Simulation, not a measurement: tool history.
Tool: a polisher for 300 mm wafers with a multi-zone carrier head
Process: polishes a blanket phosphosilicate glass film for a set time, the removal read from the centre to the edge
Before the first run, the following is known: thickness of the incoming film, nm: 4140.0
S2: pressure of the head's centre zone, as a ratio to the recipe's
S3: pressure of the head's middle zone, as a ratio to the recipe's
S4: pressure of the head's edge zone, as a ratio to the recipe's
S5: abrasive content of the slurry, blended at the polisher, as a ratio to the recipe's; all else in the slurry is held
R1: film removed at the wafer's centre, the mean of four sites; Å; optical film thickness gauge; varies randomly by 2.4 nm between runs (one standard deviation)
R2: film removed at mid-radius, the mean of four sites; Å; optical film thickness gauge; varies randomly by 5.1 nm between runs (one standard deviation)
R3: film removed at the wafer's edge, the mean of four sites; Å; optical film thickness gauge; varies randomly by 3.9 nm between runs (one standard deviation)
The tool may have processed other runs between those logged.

{"run": 1, "day": 0.0, "flow of slurry (ml/min)": 220, "S2": 1.0, "S3": 1.0, "S4": 1.0, "S5": 1.0, "polishing time (s)": 75, "R1": 4488.7, "R2": 4482.7, "R3": 4540.7}
{"run": 2, "day": 0.358, "flow of slurry (ml/min)": 220, "S2": 1.0, "S3": 0.96, "S4": 1.0, "S5": 1.0, "polishing time (s)": 75, "R1": 4476.7, "R2": 4283.9, "R3": 4556.5}
{"run": 3, "day": 0.629, "flow of slurry (ml/min)": 220, "S2": 0.99, "S3": 0.96, "S4": 0.97, "S5": 0.9, "polishing time (s)": 75, "R1": 4268.8, "R2": 4050.2, "R3": 4152.1}
{"run": 4, "day": 0.875, "flow of slurry (ml/min)": 210, "S2": 0.96, "S3": 0.95, "S4": 0.95, "S5": 0.9, "polishing time (s)": 75, "R1": 4029.2, "R2": 3998.2, "R3": 4220.5}
{"run": 5, "day": 0.9, "flow of slurry (ml/min)": 210, "S2": 0.95, "S3": 0.96, "S4": 0.93, "S5": 0.85, "polishing time (s)": 75, "R1": 3896.0, "R2": 3915.9, "R3": 4052.5}
{"run": 6, "day": 1.104, "flow of slurry (ml/min)": 210, "S2": 0.95, "S3": 0.97, "S4": 0.91, "S5": 0.8, "polishing time (s)": 75, "R1": 3834.7, "R2": 3833.2, "R3": 3935.8}
{"run": 7, "day": 1.138, "flow of slurry (ml/min)": 210, "S2": 0.95, "S3": 0.98, "S4": 0.89, "S5": 0.75, "polishing time (s)": 75, "R1": 3650.5, "R2": 3771.5, "R3": 3805.9}
{"run": 8, "day": 1.425, "flow of slurry (ml/min)": 210, "S2": 0.96, "S3": 0.98, "S4": 0.88, "S5": 0.75, "polishing time (s)": 75, "R1": 3691.5, "R2": 3683.5, "R3": 3668.7}
{"run": 9, "day": 1.454, "flow of slurry (ml/min)": 205, "S2": 0.96, "S3": 0.99, "S4": 0.87, "S5": 0.75, "polishing time (s)": 75, "R1": 3715.4, "R2": 3768.5, "R3": 3821.8}
{"run": 10, "day": 1.708, "flow of slurry (ml/min)": 265, "S2": 0.92, "S3": 0.98, "S4": 0.84, "S5": 0.6, "polishing time (s)": 75, "R1": 3283.2, "R2": 3331.5, "R3": 3359.6}
{"run": 11, "day": 1.758, "flow of slurry (ml/min)": 265, "S2": 0.93, "S3": 0.99, "S4": 0.85, "S5": 0.6, "polishing time (s)": 75, "R1": 3273.8, "R2": 3384.6, "R3": 3407.6}
{"run": 12, "day": 1.933, "flow of slurry (ml/min)": 265, "S2": 0.94, "S3": 1.0, "S4": 0.85, "S5": 0.6, "polishing time (s)": 75, "R1": 3301.2, "R2": 3495.4, "R3": 3343.2}
{"run": 13, "day": 2.304, "flow of slurry (ml/min)": 305, "S2": 0.97, "S3": 1.0, "S4": 0.9, "S5": 0.65, "polishing time (s)": 75, "R1": 3640.5, "R2": 3750.2, "R3": 3718.6}

Forecast run 14:
{"run": 14, "day": 2.35, "flow of slurry (ml/min)": 300, "S2": 0.97, "S3": 1.0, "S4": 0.88, "S5": 0.65, "polishing time (s)": 75, "R1": "?", "R2": "?", "R3": "?"}

Run 14 measured R1 3615.8 Å, R2 3683.3 Å, R3 3579.0 Å.
